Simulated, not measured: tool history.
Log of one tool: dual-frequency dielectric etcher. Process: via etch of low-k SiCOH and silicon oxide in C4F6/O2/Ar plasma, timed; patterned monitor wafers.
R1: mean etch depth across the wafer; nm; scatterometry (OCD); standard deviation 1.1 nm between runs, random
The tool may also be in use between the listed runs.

run 1 day=0.000 | source_power_(kW)=0.480 bias_power_(kW)=0.243 etch_time_(s)=109 | R1=345.76
run 2 day=0.233 | source_power_(kW)=0.480 bias_power_(kW)=0.243 etch_time_(s)=109 | R1=342.70
run 3 day=0.392 | source_power_(kW)=0.480 bias_power_(kW)=0.269 etch_time_(s)=109 | R1=356.78
run 4 day=0.562 | source_power_(kW)=0.540 bias_power_(kW)=0.269 etch_time_(s)=109 | R1=368.98
run 5 day=0.800 | source_power_(kW)=0.480 bias_power_(kW)=0.249 etch_time_(s)=109 | R1=347.04
run 6 day=0.921 | source_power_(kW)=0.430 bias_power_(kW)=0.237 etch_time_(s)=109 | R1=327.70
run 7 day=0.967 | source_power_(kW)=0.390 bias_power_(kW)=0.235 etch_time_(s)=109 | R1=316.82

Run 8 has not been measured yet. What should we expect?
run 8 day=1.121 | source_power_(kW)=0.370 bias_power_(kW)=0.234 etch_time_(s)=109 | R1=?

{"run 8": {"R1": 308.59}}
